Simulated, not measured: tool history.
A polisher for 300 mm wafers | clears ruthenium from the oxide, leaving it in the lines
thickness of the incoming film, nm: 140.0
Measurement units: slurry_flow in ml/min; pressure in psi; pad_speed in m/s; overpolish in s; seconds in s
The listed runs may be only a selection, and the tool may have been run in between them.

Run 1, hour 0.0: slurry_flow 250 ml/min, pressure 2.5 psi, pad_speed 1.22 m/s, overpolish 3 s. Result: seconds 81.497 s.
Run 2, hour 8.8: slurry_flow 250 ml/min, pressure 2.5 psi, pad_speed 1.22 m/s, overpolish 3 s. Result: seconds 82.628 s.
Run 3, hour 15.1: slurry_flow 210 ml/min, pressure 2.5 psi, pad_speed 1.22 m/s, overpolish 3 s. Result: seconds 84.237 s.
Run 4, hour 21.1: slurry_flow 210 ml/min, pressure 2.2 psi, pad_speed 1.22 m/s, overpolish 3 s. Result: seconds 95.447 s.
At hour 28.5: worn pad replaced by a new one.
Run 5, hour 28.5: slurry_flow 210 ml/min, pressure 2.1 psi, pad_speed 1.22 m/s, overpolish 3 s. Result: seconds 88.190 s.
Run 6, hour 36.9: slurry_flow 210 ml/min, pressure 2.5 psi, pad_speed 1.22 m/s, overpolish 3 s. Result: seconds 74.024 s.
Run 7, hour 40.9: slurry_flow 245 ml/min, pressure 2.4 psi, pad_speed 1.22 m/s, overpolish 3 s. Result: seconds 74.255 s.

Run 8 is up next; what results do you expect?
Run 8, hour 48.3: slurry_flow 220 ml/min, pressure 2.2 psi, pad_speed 1.20 m/s, overpolish 3 s. Result: seconds ?.

{"run 8": {"seconds": 84.844}}
